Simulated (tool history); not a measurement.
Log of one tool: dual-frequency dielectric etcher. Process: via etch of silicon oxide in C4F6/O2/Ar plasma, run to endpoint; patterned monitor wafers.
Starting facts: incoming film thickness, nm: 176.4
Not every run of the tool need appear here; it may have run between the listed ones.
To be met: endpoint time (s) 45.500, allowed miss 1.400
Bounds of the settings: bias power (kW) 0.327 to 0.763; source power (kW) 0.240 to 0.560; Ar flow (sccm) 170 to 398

run	day	bias power (kW)	source power (kW)	Ar flow (sccm)	endpoint time (s)
1	0.000	0.545	0.400	284	35.548
2	0.321	0.545	0.340	284	36.244
3	0.612	0.512	0.330	295	37.616
4	0.754	0.512	0.330	254	37.435
5	0.829	0.484	0.320	258	39.303
6	1.196	0.484	0.290	258	39.598
7	1.242	0.465	0.290	258	40.359
8	1.412	0.449	0.290	258	41.331
9	1.471	0.437	0.290	258	42.406
10	1.838	0.437	0.290	258	42.280
11	1.875	0.429	0.290	258	41.907
12	1.946	0.418	0.290	258	42.231
13	2.275	0.408	0.290	258	43.634
14	2.633	0.403	0.290	258	43.113
15	2.933	0.396	0.290	258	43.819
16	3.096	0.391	0.290	258	43.777
17	3.142	0.386	0.290	258	44.037

Exactly one of the 5 candidate moves below puts every result within its allowed miss. Which one?
A	3.188	0.424	0.270	229	?
B	3.188	0.463	0.250	241	?
C	3.188	0.436	0.270	261	?
D	3.188	0.387	0.340	247	?
E	3.188	0.418	0.240	326	?

move	endpoint time (s)
A	43.132
B	42.456
C	43.020
D	42.547
E	45.782
A: lands further from the targets than the last run did
B: lands further from the targets than the last run did
C: lands further from the targets than the last run did
D: lands further from the targets than the last run did
E: all results land within tolerance of their targets
The right move is E.
